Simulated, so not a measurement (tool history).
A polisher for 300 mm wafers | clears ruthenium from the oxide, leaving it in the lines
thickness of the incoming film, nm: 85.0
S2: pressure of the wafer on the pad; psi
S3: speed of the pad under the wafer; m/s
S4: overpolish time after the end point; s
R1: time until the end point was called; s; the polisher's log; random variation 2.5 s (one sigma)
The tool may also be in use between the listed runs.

Run 1, hour 0.0: flow of slurry (ml/min) 260, S2 2.5 psi, S3 0.82 m/s, S4 27 s. Result: R1 101.560 s.
Run 2, hour 6.8: flow of slurry (ml/min) 220, S2 2.5 psi, S3 0.82 m/s, S4 27 s. Result: R1 105.310 s.
Run 3, hour 12.4: flow of slurry (ml/min) 220, S2 2.4 psi, S3 0.82 m/s, S4 27 s. Result: R1 110.980 s.
Run 4, hour 17.1: flow of slurry (ml/min) 220, S2 2.8 psi, S3 0.82 m/s, S4 27 s. Result: R1 95.858 s.
Run 5, hour 22.7: flow of slurry (ml/min) 220, S2 2.6 psi, S3 0.82 m/s, S4 27 s. Result: R1 100.170 s.
Run 6, hour 24.4: flow of slurry (ml/min) 220, S2 2.9 psi, S3 0.82 m/s, S4 27 s. Result: R1 95.015 s.

Forecast run 7:
Run 7, hour 30.9: flow of slurry (ml/min) 215, S2 2.2 psi, S3 0.68 m/s, S4 27 s. Result: R1 ?.

{"run 7": {"R1": 138.67}}
